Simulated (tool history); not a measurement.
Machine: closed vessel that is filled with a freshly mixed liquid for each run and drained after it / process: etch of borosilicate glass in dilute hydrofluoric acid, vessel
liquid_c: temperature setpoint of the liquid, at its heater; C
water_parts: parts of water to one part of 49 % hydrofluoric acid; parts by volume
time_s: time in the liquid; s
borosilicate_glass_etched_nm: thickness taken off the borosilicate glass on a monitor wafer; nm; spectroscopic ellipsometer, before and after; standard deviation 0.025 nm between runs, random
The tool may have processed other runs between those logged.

{"run": 1, "hour": 0.0, "liquid_c": 21, "water_parts": 295, "time_s": 30, "borosilicate_glass_etched_nm": 1.5869}
{"run": 2, "hour": 1.1, "liquid_c": 22.5, "water_parts": 245, "time_s": 30, "borosilicate_glass_etched_nm": 2.1066}
{"run": 3, "hour": 7.3, "liquid_c": 24, "water_parts": 210, "time_s": 30, "borosilicate_glass_etched_nm": 2.6924}
{"run": 4, "hour": 14.6, "liquid_c": 25, "water_parts": 190, "time_s": 30, "borosilicate_glass_etched_nm": 3.1119}
{"run": 5, "hour": 21.6, "liquid_c": 26, "water_parts": 175, "time_s": 30, "borosilicate_glass_etched_nm": 3.5895}
{"run": 6, "hour": 25.4, "liquid_c": 26.5, "water_parts": 165, "time_s": 30, "borosilicate_glass_etched_nm": 3.9686}
{"run": 7, "hour": 27.3, "liquid_c": 27, "water_parts": 160, "time_s": 30, "borosilicate_glass_etched_nm": 4.1543}
{"run": 8, "hour": 34.0, "liquid_c": 27.5, "water_parts": 155, "time_s": 30, "borosilicate_glass_etched_nm": 4.4099}

What does the tool deliver on the next run?
{"run": 9, "hour": 40.0, "liquid_c": 27.5, "water_parts": 155, "time_s": 30, "borosilicate_glass_etched_nm": "?"}

borosilicate_glass_etched_nm: 4.4169 nm
